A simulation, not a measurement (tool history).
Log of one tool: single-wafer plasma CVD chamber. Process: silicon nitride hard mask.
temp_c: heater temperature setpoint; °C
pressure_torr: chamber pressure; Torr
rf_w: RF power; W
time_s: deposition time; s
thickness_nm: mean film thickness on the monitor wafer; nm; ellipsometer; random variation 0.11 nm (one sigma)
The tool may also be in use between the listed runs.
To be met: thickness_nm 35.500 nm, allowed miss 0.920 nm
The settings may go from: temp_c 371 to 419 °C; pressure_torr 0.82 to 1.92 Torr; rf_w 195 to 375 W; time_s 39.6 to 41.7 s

run	hour	temp_c	pressure_torr	rf_w	time_s	thickness_nm
1	0.0	395	1.37	285	41.7	41.436
2	8.4	395	1.49	285	41.7	42.849
3	13.9	403	1.49	285	41.7	42.518
4	15.4	407	1.49	285	41.7	42.716
5	22.7	407	1.43	280	41.6	41.632
6	29.8	407	1.43	280	39.6	39.393
7	33.8	407	1.39	280	39.6	39.219
8	42.4	407	1.35	280	39.6	38.779
9	51.4	407	1.32	280	39.6	38.190
10	52.3	407	1.32	280	39.6	37.971
11	60.3	407	1.30	280	39.6	37.952
12	63.6	407	1.28	280	39.6	37.555

4 next moves are on the table. One of them brings every result within its allowed miss. Which?
A	66.9	397	1.25	315	39.8	?
B	66.9	410	1.15	335	39.6	?
C	66.9	407	1.10	280	40.2	?
D	66.9	400	1.40	270	41.7	?

move	thickness_nm
A	39.876
B	38.965
C	35.191
D	40.655
A: further off than the last run
B: further off than the last run
C: meets every target
D: further off than the last run
The right move is C.
